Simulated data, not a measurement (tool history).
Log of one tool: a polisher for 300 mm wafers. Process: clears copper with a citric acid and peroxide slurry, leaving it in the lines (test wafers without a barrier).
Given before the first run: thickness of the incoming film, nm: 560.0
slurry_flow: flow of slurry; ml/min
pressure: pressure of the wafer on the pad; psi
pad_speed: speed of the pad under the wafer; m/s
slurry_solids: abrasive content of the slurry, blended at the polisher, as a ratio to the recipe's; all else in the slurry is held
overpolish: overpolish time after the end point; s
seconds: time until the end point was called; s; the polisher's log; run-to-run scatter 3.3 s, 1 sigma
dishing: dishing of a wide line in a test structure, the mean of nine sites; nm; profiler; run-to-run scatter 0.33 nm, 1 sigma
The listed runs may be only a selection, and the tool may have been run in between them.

Run 1, day 0: slurry_flow 180 ml/min, pressure 3.8 psi, pad_speed 1.24 m/s, slurry_solids 1, overpolish 24 s. Result: seconds 140.52 s, dishing 50.861 nm.
Run 2, day 0.096: slurry_flow 180 ml/min, pressure 3.6 psi, pad_speed 1.24 m/s, slurry_solids 1, overpolish 24 s. Result: seconds 151.52 s, dishing 49.026 nm.
Run 3, day 0.208: slurry_flow 180 ml/min, pressure 3.4 psi, pad_speed 1.24 m/s, slurry_solids 1, overpolish 23 s. Result: seconds 158.19 s, dishing 45.599 nm.
Run 4, day 0.442: slurry_flow 180 ml/min, pressure 3.2 psi, pad_speed 1.24 m/s, slurry_solids 1, overpolish 23 s. Result: seconds 167.65 s, dishing 43.343 nm.
Run 5, day 0.604: slurry_flow 180 ml/min, pressure 3.2 psi, pad_speed 1.24 m/s, slurry_solids 0.85, overpolish 23 s. Result: seconds 174.17 s, dishing 43.033 nm.
Run 6, day 0.892: slurry_flow 180 ml/min, pressure 4 psi, pad_speed 1.24 m/s, slurry_solids 0.85, overpolish 23 s. Result: seconds 141.24 s, dishing 50.322 nm.
Run 7, day 0.967: slurry_flow 180 ml/min, pressure 3.8 psi, pad_speed 1.24 m/s, slurry_solids 0.85, overpolish 23 s. Result: seconds 144.09 s, dishing 47.823 nm.
Run 8, day 1.038: slurry_flow 180 ml/min, pressure 3.6 psi, pad_speed 1.24 m/s, slurry_solids 0.85, overpolish 23 s. Result: seconds 153.03 s, dishing 46.689 nm.

For run 9, what comes out?
Run 9, day 1.329: slurry_flow 180 ml/min, pressure 3.4 psi, pad_speed 1.24 m/s, slurry_solids 0.85, overpolish 23 s. Result: seconds ?, dishing ?.

seconds: 164.1 s
dishing: 44.39 nm

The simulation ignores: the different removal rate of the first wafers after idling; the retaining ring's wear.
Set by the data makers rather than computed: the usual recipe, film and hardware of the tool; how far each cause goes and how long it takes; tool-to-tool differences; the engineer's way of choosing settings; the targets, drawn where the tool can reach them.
